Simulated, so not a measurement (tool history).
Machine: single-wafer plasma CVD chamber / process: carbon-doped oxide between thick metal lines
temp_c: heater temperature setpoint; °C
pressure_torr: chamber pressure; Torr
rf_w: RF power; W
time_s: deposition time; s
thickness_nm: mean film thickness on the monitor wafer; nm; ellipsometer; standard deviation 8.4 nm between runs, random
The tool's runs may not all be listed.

run	hour	temp_c	pressure_torr	rf_w	time_s	thickness_nm
1	0.0	345	3.53	510	263	1306.6
2	5.9	345	3.53	510	271	1346.8
3	14.0	345	3.53	480	271	1299.2
4	19.9	345	3.53	505	271	1321.0
5	26.4	345	3.53	505	263	1298.0
6	35.1	351	3.53	505	263	1274.9

Run 7 comes next. What will it give?
7	41.2	349	3.70	525	264	?

thickness_nm: 1352.8 nm
